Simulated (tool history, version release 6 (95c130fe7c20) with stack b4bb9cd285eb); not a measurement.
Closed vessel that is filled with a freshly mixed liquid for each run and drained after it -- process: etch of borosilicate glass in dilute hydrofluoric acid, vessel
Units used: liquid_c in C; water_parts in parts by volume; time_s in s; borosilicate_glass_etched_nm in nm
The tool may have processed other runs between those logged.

Run 1, hour 0: liquid_c 22 C, water_parts 190 parts by volume, time_s 465 s. Result: borosilicate_glass_etched_nm 88.65 nm.
Run 2, hour 5.6: liquid_c 21 C, water_parts 190 parts by volume, time_s 465 s. Result: borosilicate_glass_etched_nm 85.04 nm.
Run 3, hour 12.7: liquid_c 21 C, water_parts 190 parts by volume, time_s 465 s. Result: borosilicate_glass_etched_nm 85.648 nm.
Run 4, hour 19.2: liquid_c 21 C, water_parts 190 parts by volume, time_s 500 s. Result: borosilicate_glass_etched_nm 92.092 nm.
Run 5, hour 20.6: liquid_c 20.5 C, water_parts 195 parts by volume, time_s 500 s. Result: borosilicate_glass_etched_nm 86.973 nm.
Run 6, hour 21.1: liquid_c 23 C, water_parts 195 parts by volume, time_s 500 s. Result: borosilicate_glass_etched_nm 96.394 nm.
Run 7, hour 21.8: liquid_c 22 C, water_parts 200 parts by volume, time_s 500 s. Result: borosilicate_glass_etched_nm 89.722 nm.

The next listed run, before its measurement:
Run 8, hour 27.3: liquid_c 21 C, water_parts 200 parts by volume, time_s 500 s. Result: borosilicate_glass_etched_nm ?.

{"run 8": {"borosilicate_glass_etched_nm": 86.279}}

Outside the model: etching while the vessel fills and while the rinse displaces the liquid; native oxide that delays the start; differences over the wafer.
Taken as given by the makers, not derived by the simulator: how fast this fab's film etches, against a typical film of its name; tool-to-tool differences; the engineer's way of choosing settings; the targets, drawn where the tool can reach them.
